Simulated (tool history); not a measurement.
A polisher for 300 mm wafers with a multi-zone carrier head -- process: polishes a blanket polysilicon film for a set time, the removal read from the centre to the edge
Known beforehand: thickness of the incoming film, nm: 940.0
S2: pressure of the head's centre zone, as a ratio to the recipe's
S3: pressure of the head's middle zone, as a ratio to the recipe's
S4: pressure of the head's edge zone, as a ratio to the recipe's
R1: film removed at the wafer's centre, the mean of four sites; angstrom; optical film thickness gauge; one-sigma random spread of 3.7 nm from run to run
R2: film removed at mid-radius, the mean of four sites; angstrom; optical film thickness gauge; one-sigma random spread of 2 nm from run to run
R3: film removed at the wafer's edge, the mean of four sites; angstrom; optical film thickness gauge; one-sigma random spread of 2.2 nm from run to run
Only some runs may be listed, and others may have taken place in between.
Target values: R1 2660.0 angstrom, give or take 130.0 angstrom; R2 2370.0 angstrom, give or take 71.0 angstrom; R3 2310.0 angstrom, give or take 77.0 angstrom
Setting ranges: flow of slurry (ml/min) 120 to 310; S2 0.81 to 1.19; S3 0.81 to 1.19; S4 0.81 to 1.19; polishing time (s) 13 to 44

{"run": 1, "hour": 0.0, "flow of slurry (ml/min)": 200, "S2": 1.0, "S3": 1.0, "S4": 1.0, "polishing time (s)": 28, "R1": 3327.1, "R2": 3294.0, "R3": 3204.9}
{"run": 2, "hour": 8.0, "flow of slurry (ml/min)": 200, "S2": 0.97, "S3": 1.0, "S4": 1.0, "polishing time (s)": 28, "R1": 3264.2, "R2": 3232.7, "R3": 3256.3}
{"run": 3, "hour": 15.3, "flow of slurry (ml/min)": 195, "S2": 0.98, "S3": 0.99, "S4": 0.98, "polishing time (s)": 27, "R1": 3127.2, "R2": 3145.8, "R3": 3096.9}
{"run": 4, "hour": 17.4, "flow of slurry (ml/min)": 195, "S2": 1.0, "S3": 0.97, "S4": 0.97, "polishing time (s)": 26, "R1": 3052.8, "R2": 2995.2, "R3": 2933.9}
{"run": 5, "hour": 22.1, "flow of slurry (ml/min)": 195, "S2": 1.0, "S3": 0.91, "S4": 0.97, "polishing time (s)": 26, "R1": 3172.7, "R2": 2831.6, "R3": 2924.9}
{"run": 6, "hour": 24.6, "flow of slurry (ml/min)": 195, "S2": 1.0, "S3": 0.95, "S4": 0.97, "polishing time (s)": 26, "R1": 3101.1, "R2": 2929.8, "R3": 2950.8}
{"run": 7, "hour": 33.0, "flow of slurry (ml/min)": 195, "S2": 1.0, "S3": 0.95, "S4": 0.97, "polishing time (s)": 26, "R1": 3126.7, "R2": 2914.5, "R3": 2957.7}
{"run": 8, "hour": 35.0, "flow of slurry (ml/min)": 195, "S2": 1.01, "S3": 0.95, "S4": 0.95, "polishing time (s)": 25, "R1": 2958.7, "R2": 2850.4, "R3": 2811.4}
{"run": 9, "hour": 39.0, "flow of slurry (ml/min)": 190, "S2": 1.02, "S3": 0.93, "S4": 0.93, "polishing time (s)": 24, "R1": 2887.9, "R2": 2619.0, "R3": 2597.3}
{"run": 10, "hour": 42.5, "flow of slurry (ml/min)": 145, "S2": 0.97, "S3": 0.9, "S4": 0.83, "polishing time (s)": 24, "R1": 2671.8, "R2": 2478.1, "R3": 2443.2}
{"run": 11, "hour": 48.6, "flow of slurry (ml/min)": 145, "S2": 0.98, "S3": 0.9, "S4": 0.83, "polishing time (s)": 24, "R1": 2664.3, "R2": 2505.0, "R3": 2488.7}
{"run": 12, "hour": 53.6, "flow of slurry (ml/min)": 150, "S2": 0.99, "S3": 0.9, "S4": 0.83, "polishing time (s)": 24, "R1": 2648.6, "R2": 2525.6, "R3": 2457.2}
{"run": 13, "hour": 56.2, "flow of slurry (ml/min)": 150, "S2": 1.0, "S3": 0.89, "S4": 0.83, "polishing time (s)": 24, "R1": 2707.2, "R2": 2443.4, "R3": 2435.1}
{"run": 14, "hour": 64.6, "flow of slurry (ml/min)": 150, "S2": 1.01, "S3": 0.89, "S4": 0.83, "polishing time (s)": 24, "R1": 2788.4, "R2": 2447.8, "R3": 2435.2}

4 next moves are on the table. One of them brings every result within its allowed miss. Which?
{"run": "A", "hour": 73.0, "flow of slurry (ml/min)": 180, "S2": 1.08, "S3": 0.97, "S4": 0.94, "polishing time (s)": 21, "R1": "?", "R2": "?", "R3": "?"}
{"run": "B", "hour": 73.0, "flow of slurry (ml/min)": 185, "S2": 0.98, "S3": 0.87, "S4": 0.86, "polishing time (s)": 24, "R1": "?", "R2": "?", "R3": "?"}
{"run": "C", "hour": 73.0, "flow of slurry (ml/min)": 170, "S2": 1.06, "S3": 0.81, "S4": 0.85, "polishing time (s)": 24, "R1": "?", "R2": "?", "R3": "?"}
{"run": "D", "hour": 73.0, "flow of slurry (ml/min)": 190, "S2": 1.12, "S3": 0.96, "S4": 0.81, "polishing time (s)": 23, "R1": "?", "R2": "?", "R3": "?"}

move=A R1=2708.0 R2=2364.0 R3=2305.7
move=B R1=2816.0 R2=2478.4 R3=2540.0
move=C R1=3006.7 R2=2309.5 R3=2507.3
move=D R1=3101.4 R2=2585.3 R3=2373.9
A: all results in spec
B: further off than the last run
C: further off than the last run
D: brings the result that was furthest off to its target, and leaves another outside
A is the move that brings every result within its allowed miss.

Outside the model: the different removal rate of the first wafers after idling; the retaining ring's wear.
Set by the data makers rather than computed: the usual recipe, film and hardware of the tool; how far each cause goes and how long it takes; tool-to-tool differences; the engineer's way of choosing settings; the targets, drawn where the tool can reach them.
